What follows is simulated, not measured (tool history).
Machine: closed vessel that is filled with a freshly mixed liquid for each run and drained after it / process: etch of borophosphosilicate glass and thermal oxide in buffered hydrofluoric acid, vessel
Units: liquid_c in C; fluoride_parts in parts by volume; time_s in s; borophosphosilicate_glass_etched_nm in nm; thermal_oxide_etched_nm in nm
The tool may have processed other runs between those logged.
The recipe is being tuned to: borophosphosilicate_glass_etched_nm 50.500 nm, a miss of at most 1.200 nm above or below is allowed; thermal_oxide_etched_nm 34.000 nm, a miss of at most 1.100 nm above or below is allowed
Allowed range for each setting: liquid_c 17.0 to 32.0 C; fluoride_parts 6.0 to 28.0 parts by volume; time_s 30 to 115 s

run  hour  liquid_c  fluoride_parts  time_s  borophosphosilicate_glass_etched_nm  thermal_oxide_etched_nm
  1   0.0      24.0            17.0      60                               62.702                   42.182
  2   4.0      27.5            17.0      60                               75.270                   51.048
  3   9.5      25.5            17.0      60                               68.531                   46.277
  4  11.6      25.5            15.0      60                               76.679                   52.841
  5  18.8      25.5            18.0      60                               64.072                   43.229
  6  21.5      25.5            14.0      60                               82.588                   55.631
  7  29.4      21.5            15.0      60                               62.077                   41.966
  8  37.0      20.5            15.0      60                               58.892                   39.399
  9  40.5      19.5            15.0      60                               55.536                   36.947
 10  41.5      19.0            15.0      60                               54.253                   36.458
 11  46.8      19.0            15.0      60                               53.348                   36.534

Which of these 4 next moves meets every target?
  A  52.1      23.0            14.5      50                                    ?                        ?
  B  52.1      22.0            19.0      60                                    ?                        ?
  C  52.1      32.0            15.0      30                                    ?                        ?
  D  52.1      21.0            13.5      50                                    ?                        ?

move  borophosphosilicate_glass_etched_nm  thermal_oxide_etched_nm
   A                               58.947                   39.112
   B                               51.269                   34.034
   C                               55.082                   36.714
   D                               56.698                   37.560
A: misses by more than the last run did
B: every result lands within tolerance
C: misses by more than the last run did
D: misses by more than the last run did
The right move is B.

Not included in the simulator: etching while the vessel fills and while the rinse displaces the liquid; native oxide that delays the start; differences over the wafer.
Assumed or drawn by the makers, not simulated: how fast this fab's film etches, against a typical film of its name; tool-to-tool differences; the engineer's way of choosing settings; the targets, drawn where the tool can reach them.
